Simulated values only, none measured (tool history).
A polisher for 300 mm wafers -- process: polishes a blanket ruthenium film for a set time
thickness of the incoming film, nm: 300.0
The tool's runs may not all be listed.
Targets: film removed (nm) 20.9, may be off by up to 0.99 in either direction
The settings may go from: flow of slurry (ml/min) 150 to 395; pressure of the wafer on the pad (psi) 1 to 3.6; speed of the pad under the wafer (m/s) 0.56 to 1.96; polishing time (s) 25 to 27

run  hour  flow of slurry (ml/min)  pressure of the wafer on the pad (psi)  speed of the pad under the wafer (m/s)  polishing time (s)  film removed (nm)
  1     0                      250                                     2.3                                    1.26                  27             47.269
  2     2                      215                                     2.3                                    1.26                  27             44.914
  3   5.2                      215                                     2.3                                    0.96                  27             34.958
  4     7                      215                                     2.3                                    0.96                  27             34.725
  5   9.9                      215                                     2.3                                    1.08                  27             38.798
  6  16.5                      210                                     1.9                                    1.06                  27             32.029
  7    25                      205                                     1.6                                    1.04                  27             25.822
     25.6  -- slurry nozzle cleaned
  8  25.6                      200                                     1.5                                    1.04                  27              25.36
  9  32.1                      200                                     1.4                                    1.04                  27             24.299
 10  35.8                      200                                       1                                    1.02                  27              16.49
 11  40.9                      195                                     1.1                                    1.02                  27             18.165

Exercise: of the 4 proposed moves below, exactly one satisfies all targets within the stated allowed misses. Which move is it?
  A    46                      240                                     1.6                                     0.9                  27                  ?
  B    46                      190                                     1.4                                    1.04                  27                  ?
  C    46                      225                                     1.1                                    1.24                  25                  ?
  D    46                      260                                     1.3                                    0.78                  27                  ?

move  film removed (nm)
   A             23.552
   B             23.266
   C             20.688
   D             16.978
A: takes the result that was furthest off past its target
B: takes the result that was furthest off past its target
C: all results land within tolerance of their targets
D: further off than the last run
Go with C: it meets all targets.
